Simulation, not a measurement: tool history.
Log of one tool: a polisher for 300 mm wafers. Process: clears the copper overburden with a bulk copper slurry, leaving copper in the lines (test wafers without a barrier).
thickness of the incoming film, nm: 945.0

| run | day | flow of slurry (ml/min) | pressure of the wafer on the pad (psi) | speed of the pad under the wafer (cm/s) | abrasive content of the slurry | overpolish time after the end point (s) | time until the end point was called (s) | dishing of a wide line in a test structure (Å) |
|---|---|---|---|---|---|---|---|---|
| 1 | 0.000 | 125 | 2.1 | 128 | 1.0 | 10 | 106.66 | 614.08 |
| 2 | 0.283 | 115 | 2.1 | 128 | 1.0 | 10 | 108.73 | 580.13 |
| 3 | 0.346 | 115 | 2.1 | 128 | 0.9 | 10 | 111.05 | 588.14 |
| 4 | 0.658 | 115 | 1.8 | 128 | 0.9 | 10 | 126.17 | 516.15 |
| 5 | 0.838 | 120 | 1.8 | 128 | 0.9 | 11 | 125.70 | 556.56 |
|  | 1.208 | slurry nozzle cleaned |
| 6 | 1.208 | 120 | 1.8 | 128 | 0.9 | 14 | 118.43 | 691.67 |
| 7 | 1.404 | 115 | 1.8 | 128 | 0.9 | 14 | 119.66 | 683.10 |

The next listed run, before its measurement:
| 8 | 1.488 | 110 | 1.8 | 128 | 0.9 | 14 | ? | ? |

{"run 8": {"time until the end point was called (s)": 121.72, "dishing of a wide line in a test structure (Å)": 693.43}}
